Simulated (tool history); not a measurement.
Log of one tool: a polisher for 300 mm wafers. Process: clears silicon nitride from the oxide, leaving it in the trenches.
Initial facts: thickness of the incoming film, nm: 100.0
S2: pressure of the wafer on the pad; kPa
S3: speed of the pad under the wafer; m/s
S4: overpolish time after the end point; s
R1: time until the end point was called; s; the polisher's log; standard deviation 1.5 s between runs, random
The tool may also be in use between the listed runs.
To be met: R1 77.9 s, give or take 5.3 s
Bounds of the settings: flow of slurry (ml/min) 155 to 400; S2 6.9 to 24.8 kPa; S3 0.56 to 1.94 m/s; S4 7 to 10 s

run 1 hour=0 | flow_of_slurry_(ml/min)=255 S2=15.9 S3=1.24 S4=10 | R1=126.94
run 2 hour=1.1 | flow_of_slurry_(ml/min)=255 S2=17.2 S3=1.26 S4=10 | R1=114.89
run 3 hour=3.7 | flow_of_slurry_(ml/min)=315 S2=17.2 S3=1.26 S4=10 | R1=106.82
run 4 hour=6.4 | flow_of_slurry_(ml/min)=315 S2=17.2 S3=1.26 S4=7 | R1=113.81
run 5 hour=14.3 | flow_of_slurry_(ml/min)=315 S2=18.6 S3=1.26 S4=7 | R1=97.387
-- hour=22 head pressure recalibrated
run 6 hour=22 | flow_of_slurry_(ml/min)=315 S2=18.6 S3=1.26 S4=10 | R1=92.96
run 7 hour=24.1 | flow_of_slurry_(ml/min)=315 S2=19.3 S3=1.26 S4=10 | R1=89.038
run 8 hour=28.3 | flow_of_slurry_(ml/min)=315 S2=20 S3=1.26 S4=10 | R1=86.999
run 9 hour=32.8 | flow_of_slurry_(ml/min)=315 S2=20 S3=1.26 S4=10 | R1=84.212

Below are 4 possible settings for the next run. Only one of them brings all results inside the allowed miss of their targets. Which is it?
run A hour=37.3 | flow_of_slurry_(ml/min)=315 S2=24.8 S3=1.26 S4=10 | R1=?
run B hour=37.3 | flow_of_slurry_(ml/min)=220 S2=20 S3=1.64 S4=10 | R1=?
run C hour=37.3 | flow_of_slurry_(ml/min)=315 S2=19.3 S3=1.46 S4=7 | R1=?
run D hour=37.3 | flow_of_slurry_(ml/min)=340 S2=21.4 S3=1.5 S4=10 | R1=?

move=A R1=66.716
move=B R1=65.634
move=C R1=73.919
move=D R1=64.833
A: pushes the last run's worst result past its target
B: pushes the last run's worst result past its target
C: every result within its allowed miss
D: pushes the last run's worst result past its target
C meets every target.
